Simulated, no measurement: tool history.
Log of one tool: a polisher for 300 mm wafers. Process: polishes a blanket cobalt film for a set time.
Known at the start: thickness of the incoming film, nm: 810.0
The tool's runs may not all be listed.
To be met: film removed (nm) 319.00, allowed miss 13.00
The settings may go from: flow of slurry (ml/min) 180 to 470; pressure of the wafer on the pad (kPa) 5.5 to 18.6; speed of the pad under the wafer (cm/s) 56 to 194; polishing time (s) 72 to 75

run,day,flow of slurry (ml/min),pressure of the wafer on the pad (kPa),speed of the pad under the wafer (cm/s),polishing time (s),film removed (nm)
1,0.000,300,11.7,124,72,377.34
2,0.271,235,11.7,124,72,361.60
3,0.592,235,14.5,124,72,419.06
4,0.692,190,14.5,124,72,404.62
5,0.729,190,16.5,124,72,437.05
6,0.875,190,15.2,122,72,407.75
7,0.954,190,14.5,120,72,388.34
8,1.100,190,13.8,120,72,378.13
9,1.125,190,13.1,120,72,366.85
10,1.412,190,12.4,120,72,357.25
11,1.729,190,11.7,120,72,339.51

4 next moves are on the table. One of them brings every result within its allowed miss. Which?
A,2.046,205,12.4,116,75,?
B,2.046,190,13.8,110,75,?
C,2.046,180,13.1,106,72,?
D,2.046,230,9.7,136,75,?

move,film removed (nm)
A,355.53
B,356.32
C,316.48
D,364.31
A: further off than the last run
B: further off than the last run
C: meets every target
D: further off than the last run
The right move is C.
